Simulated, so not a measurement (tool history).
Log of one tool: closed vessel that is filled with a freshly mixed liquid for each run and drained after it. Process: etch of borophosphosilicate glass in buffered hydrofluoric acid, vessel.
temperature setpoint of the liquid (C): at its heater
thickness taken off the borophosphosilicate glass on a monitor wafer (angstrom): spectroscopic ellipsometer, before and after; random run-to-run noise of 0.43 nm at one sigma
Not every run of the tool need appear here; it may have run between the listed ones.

run	hour	temperature setpoint of the liquid (C)	parts of 40 % ammonium fluoride to one part of 49 % hydrofluoric acid (parts by volume)	time in the liquid (s)	thickness taken off the borophosphosilicate glass on a monitor wafer (angstrom)
1	0.0	21.0	23.0	100	726.10
2	1.6	20.5	23.5	100	703.65
3	8.6	20.0	24.0	100	667.36
4	17.2	20.0	21.5	100	722.88
5	26.2	20.0	26.0	100	637.10
6	32.4	19.5	26.5	100	600.22
7	35.1	19.0	26.5	100	591.57

Run 8 has not been measured yet. What should we expect?
8	43.1	18.0	27.5	100	?

thickness taken off the borophosphosilicate glass on a monitor wafer (angstrom): 551.79

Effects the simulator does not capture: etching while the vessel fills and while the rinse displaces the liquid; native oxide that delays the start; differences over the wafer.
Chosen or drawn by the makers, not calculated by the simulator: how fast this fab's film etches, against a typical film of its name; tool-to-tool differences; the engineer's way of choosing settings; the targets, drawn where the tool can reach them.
